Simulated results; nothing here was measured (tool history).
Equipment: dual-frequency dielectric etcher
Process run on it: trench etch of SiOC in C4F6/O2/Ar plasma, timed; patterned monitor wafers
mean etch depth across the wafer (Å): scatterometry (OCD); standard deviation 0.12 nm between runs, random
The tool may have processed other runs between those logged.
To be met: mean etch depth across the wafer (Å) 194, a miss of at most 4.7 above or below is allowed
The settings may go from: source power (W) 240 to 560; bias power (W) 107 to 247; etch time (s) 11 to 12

| run | hour | source power (W) | bias power (W) | etch time (s) | mean etch depth across the wafer (Å) |
|---|---|---|---|---|---|
| 1 | 0 | 400 | 177 | 12 | 232.93 |
| 2 | 2 | 360 | 168 | 12 | 216.15 |
| 3 | 10.8 | 340 | 166 | 12 | 210.47 |
| 4 | 18 | 390 | 166 | 12 | 227.23 |
| 5 | 23.8 | 360 | 163 | 12 | 217.04 |
| 6 | 27.5 | 360 | 163 | 12 | 218.2 |
| 7 | 32 | 340 | 160 | 12 | 210.99 |
| 8 | 39.7 | 320 | 158 | 12 | 202.34 |

Which single option among these 4 for the next run brings every result within its allowed miss of target? Just one does.
| A | 47.4 | 330 | 176 | 12 | ? |
| B | 47.4 | 350 | 168 | 12 | ? |
| C | 47.4 | 260 | 215 | 12 | ? |
| D | 47.4 | 370 | 147 | 12 | ? |

| move | mean etch depth across the wafer (Å) |
|---|---|
| A | 211.65 |
| B | 215.78 |
| C | 195.61 |
| D | 215.07 |
A: the biggest miss grows against the last run
B: the biggest miss grows against the last run
C: every result within its allowed miss
D: the biggest miss grows against the last run
The right move is C.
